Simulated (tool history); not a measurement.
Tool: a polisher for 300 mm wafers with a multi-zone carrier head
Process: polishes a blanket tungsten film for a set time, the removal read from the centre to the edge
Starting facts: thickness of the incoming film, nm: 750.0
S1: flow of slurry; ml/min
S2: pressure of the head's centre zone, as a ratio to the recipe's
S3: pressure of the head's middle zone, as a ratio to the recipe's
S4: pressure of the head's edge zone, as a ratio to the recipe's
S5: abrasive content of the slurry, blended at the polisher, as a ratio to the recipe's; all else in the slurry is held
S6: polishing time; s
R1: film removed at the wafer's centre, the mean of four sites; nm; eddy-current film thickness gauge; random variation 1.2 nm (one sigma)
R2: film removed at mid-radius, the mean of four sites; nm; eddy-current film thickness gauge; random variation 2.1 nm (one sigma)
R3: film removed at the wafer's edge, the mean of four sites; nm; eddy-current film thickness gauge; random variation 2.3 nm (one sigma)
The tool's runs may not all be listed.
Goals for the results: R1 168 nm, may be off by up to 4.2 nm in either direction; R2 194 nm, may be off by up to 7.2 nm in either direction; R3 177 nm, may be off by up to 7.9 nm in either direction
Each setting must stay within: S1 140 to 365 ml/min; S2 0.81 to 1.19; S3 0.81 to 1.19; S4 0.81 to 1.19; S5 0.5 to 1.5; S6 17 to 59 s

run  hour   S1    S2    S3    S4    S5  S6      R1      R2      R3
  1     0  235     1     1     1     1  38  278.64  251.08  253.72
  2   3.5  220  0.94  1.02  0.96  0.85  36  237.23  239.74  226.52
  3   9.1  220  0.94  1.02   0.9  0.85  36  238.46   239.3   223.4
  4  11.4  220  0.94  1.02   0.9  0.85  40  265.16  263.97  246.27
  5  20.1  210   0.9  1.01  0.89  0.75  37  226.81  238.86  216.46
  6  22.9  255   0.9  1.01  0.89  0.75  37  233.28  237.15  227.23
  7  29.3  235  0.87     1  0.89  0.65  35  206.19  220.62  207.84
     36.6  -- centre zone pressure recalibrated
  8  36.6  215  0.85  0.99  0.88   0.6  34  177.65  210.31  194.59

Exactly one of the 4 candidate moves below puts every result within its allowed miss. Which one?
  A  43.9  240  0.87  0.99  0.83  0.75  30   ?   ?   ?
  B  43.9  190  0.96  1.15  0.81   0.6  32   ?   ?   ?
  C  43.9  140  0.88  1.11  0.86   0.5  34   ?   ?   ?
  D  43.9  185  0.87  1.03  0.93   0.5  36   ?   ?   ?

move      R1      R2      R3
   A  168.38  191.34  173.37
   B  186.51  211.55  173.18
   C  169.66   206.3  179.23
   D   184.3  215.29  201.72
A: every result lands within tolerance
B: further off than the last run
C: the furthest-off result lands on target, but another misses its tolerance
D: further off than the last run
Answer: A
